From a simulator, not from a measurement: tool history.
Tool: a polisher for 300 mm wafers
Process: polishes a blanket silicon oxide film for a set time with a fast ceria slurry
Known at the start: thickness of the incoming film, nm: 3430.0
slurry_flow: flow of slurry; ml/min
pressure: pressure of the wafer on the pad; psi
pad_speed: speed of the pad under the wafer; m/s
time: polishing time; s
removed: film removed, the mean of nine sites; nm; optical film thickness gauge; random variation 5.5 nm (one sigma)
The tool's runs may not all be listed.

{"run": 1, "hour": 0.0, "slurry_flow": 140, "pressure": 1.7, "pad_speed": 1.16, "time": 41, "removed": 359.41}
{"run": 2, "hour": 4.9, "slurry_flow": 150, "pressure": 2, "pad_speed": 1.16, "time": 41, "removed": 428.47}
{"run": 3, "hour": 11.8, "slurry_flow": 150, "pressure": 2, "pad_speed": 1.16, "time": 37, "removed": 381.07}
{"run": 4, "hour": 17.4, "slurry_flow": 150, "pressure": 2, "pad_speed": 0.94, "time": 37, "removed": 310.86}
{"run": 5, "hour": 20.6, "slurry_flow": 155, "pressure": 2.2, "pad_speed": 1.06, "time": 37, "removed": 396.3}
{"run": 6, "hour": 25.3, "slurry_flow": 160, "pressure": 2.3, "pad_speed": 1.14, "time": 37, "removed": 433.25}
{"run": 7, "hour": 31.4, "slurry_flow": 160, "pressure": 2.4, "pad_speed": 1.22, "time": 37, "removed": 490.24}
{"run": 8, "hour": 35.1, "slurry_flow": 160, "pressure": 2.5, "pad_speed": 1.28, "time": 37, "removed": 533.12}
{"run": 9, "hour": 38.8, "slurry_flow": 165, "pressure": 2.6, "pad_speed": 1.34, "time": 37, "removed": 586.04}

Forecast run 10:
{"hour": 41.9, "done": "head pressure recalibrated"}
{"run": 10, "hour": 41.9, "slurry_flow": 165, "pressure": 2.6, "pad_speed": 1.38, "time": 37, "removed": "?"}

Run 10 gave removed 670.89 nm.
